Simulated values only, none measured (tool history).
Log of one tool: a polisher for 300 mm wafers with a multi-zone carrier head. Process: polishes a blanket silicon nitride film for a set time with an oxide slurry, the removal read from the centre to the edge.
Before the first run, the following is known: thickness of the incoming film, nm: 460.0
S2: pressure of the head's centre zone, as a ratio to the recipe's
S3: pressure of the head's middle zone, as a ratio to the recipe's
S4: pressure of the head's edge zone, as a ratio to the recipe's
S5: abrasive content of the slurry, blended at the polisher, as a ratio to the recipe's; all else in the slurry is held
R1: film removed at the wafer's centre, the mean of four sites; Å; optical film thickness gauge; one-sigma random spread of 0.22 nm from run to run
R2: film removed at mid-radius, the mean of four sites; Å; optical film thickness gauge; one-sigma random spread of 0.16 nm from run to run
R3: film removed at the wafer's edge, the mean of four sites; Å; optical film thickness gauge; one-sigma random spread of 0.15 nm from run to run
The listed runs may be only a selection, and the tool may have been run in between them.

Run 1, hour 0: flow of slurry (ml/min) 285, S2 1, S3 1, S4 1, S5 1, polishing time (s) 55. Result: R1 385.51 Å, R2 398.66 Å, R3 389.12 Å.
Run 2, hour 1: flow of slurry (ml/min) 285, S2 0.93, S3 1, S4 1, S5 1, polishing time (s) 55. Result: R1 355.99 Å, R2 391.63 Å, R3 388.4 Å.
Run 3, hour 3.2: flow of slurry (ml/min) 275, S2 0.94, S3 0.94, S4 0.96, S5 0.85, polishing time (s) 48. Result: R1 297.09 Å, R2 309.22 Å, R3 312.11 Å.
Run 4, hour 10.8: flow of slurry (ml/min) 275, S2 0.94, S3 0.94, S4 0.96, S5 0.85, polishing time (s) 42. Result: R1 265.28 Å, R2 268.2 Å, R3 275.65 Å.
Run 5, hour 13.7: flow of slurry (ml/min) 275, S2 0.94, S3 0.94, S4 0.89, S5 0.85, polishing time (s) 42. Result: R1 263.69 Å, R2 269.14 Å, R3 268.13 Å.
Run 6, hour 19.9: flow of slurry (ml/min) 275, S2 0.94, S3 0.94, S4 0.89, S5 0.85, polishing time (s) 32. Result: R1 199.29 Å, R2 201.74 Å, R3 205.01 Å.
Run 7, hour 20.7: flow of slurry (ml/min) 270, S2 0.95, S3 0.91, S4 0.88, S5 0.8, polishing time (s) 32. Result: R1 194.28 Å, R2 193.66 Å, R3 198.37 Å.

Expected results for the next run?
Run 8, hour 25.3: flow of slurry (ml/min) 270, S2 0.97, S3 0.89, S4 0.9, S5 0.8, polishing time (s) 32. Result: R1 ?, R2 ?, R3 ?.

{"run 8": {"R1": 200.45, "R2": 192.59, "R3": 199.74}}
